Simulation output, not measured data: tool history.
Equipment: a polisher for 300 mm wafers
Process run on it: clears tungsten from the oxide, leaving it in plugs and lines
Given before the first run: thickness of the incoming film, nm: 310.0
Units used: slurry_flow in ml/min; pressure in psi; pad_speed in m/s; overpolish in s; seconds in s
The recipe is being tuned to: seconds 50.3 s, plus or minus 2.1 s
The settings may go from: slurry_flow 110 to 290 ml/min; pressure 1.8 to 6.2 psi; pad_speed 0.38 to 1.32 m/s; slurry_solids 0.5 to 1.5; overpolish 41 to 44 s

{"run": 1, "hour": 0.0, "slurry_flow": 185, "pressure": 4, "pad_speed": 0.84, "slurry_solids": 1, "overpolish": 41, "seconds": 77.239}
{"run": 2, "hour": 4.5, "slurry_flow": 150, "pressure": 4, "pad_speed": 0.84, "slurry_solids": 1, "overpolish": 41, "seconds": 78.862}
{"run": 3, "hour": 11.6, "slurry_flow": 150, "pressure": 4.6, "pad_speed": 0.84, "slurry_solids": 1, "overpolish": 41, "seconds": 68.659}
{"run": 4, "hour": 14.2, "slurry_flow": 175, "pressure": 4.6, "pad_speed": 0.84, "slurry_solids": 1, "overpolish": 41, "seconds": 66.804}
{"run": 5, "hour": 22.4, "slurry_flow": 175, "pressure": 4.6, "pad_speed": 0.84, "slurry_solids": 0.9, "overpolish": 41, "seconds": 70.729}
{"run": 6, "hour": 25.8, "slurry_flow": 175, "pressure": 4.8, "pad_speed": 0.84, "slurry_solids": 0.9, "overpolish": 41, "seconds": 67.695}
{"run": 7, "hour": 29.2, "slurry_flow": 175, "pressure": 5, "pad_speed": 0.84, "slurry_solids": 0.9, "overpolish": 41, "seconds": 64.637}
{"run": 8, "hour": 36.8, "slurry_flow": 175, "pressure": 5.1, "pad_speed": 0.84, "slurry_solids": 0.9, "overpolish": 41, "seconds": 64.659}
{"run": 9, "hour": 37.9, "slurry_flow": 175, "pressure": 5.2, "pad_speed": 0.84, "slurry_solids": 0.9, "overpolish": 41, "seconds": 61.285}
{"run": 10, "hour": 41.9, "slurry_flow": 175, "pressure": 5.3, "pad_speed": 0.84, "slurry_solids": 0.9, "overpolish": 41, "seconds": 62.023}
{"run": 11, "hour": 44.0, "slurry_flow": 175, "pressure": 5.4, "pad_speed": 0.84, "slurry_solids": 0.9, "overpolish": 41, "seconds": 58.941}
{"run": 12, "hour": 47.3, "slurry_flow": 175, "pressure": 5.5, "pad_speed": 0.84, "slurry_solids": 0.9, "overpolish": 41, "seconds": 59.935}
{"run": 13, "hour": 50.4, "slurry_flow": 175, "pressure": 5.6, "pad_speed": 0.84, "slurry_solids": 0.9, "overpolish": 41, "seconds": 58.127}

Pick the move, out of 4, that brings all results within their allowed miss; only one does.
{"run": "A", "hour": 53.5, "slurry_flow": 165, "pressure": 5.7, "pad_speed": 1.02, "slurry_solids": 0.9, "overpolish": 41, "seconds": "?"}
{"run": "B", "hour": 53.5, "slurry_flow": 110, "pressure": 6, "pad_speed": 0.9, "slurry_solids": 0.95, "overpolish": 41, "seconds": "?"}
{"run": "C", "hour": 53.5, "slurry_flow": 170, "pressure": 5.9, "pad_speed": 0.84, "slurry_solids": 0.9, "overpolish": 42, "seconds": "?"}
{"run": "D", "hour": 53.5, "slurry_flow": 180, "pressure": 5.6, "pad_speed": 0.84, "slurry_solids": 1, "overpolish": 41, "seconds": "?"}

move=A seconds=49.883
move=B seconds=53.633
move=C seconds=55.119
move=D seconds=55.671
A: hits every target within its allowed miss
B: gains on the last run, yet a result remains outside its allowed miss
C: gains on the last run, yet a result remains outside its allowed miss
D: gains on the last run, yet a result remains outside its allowed miss
Go with A: it meets all targets.

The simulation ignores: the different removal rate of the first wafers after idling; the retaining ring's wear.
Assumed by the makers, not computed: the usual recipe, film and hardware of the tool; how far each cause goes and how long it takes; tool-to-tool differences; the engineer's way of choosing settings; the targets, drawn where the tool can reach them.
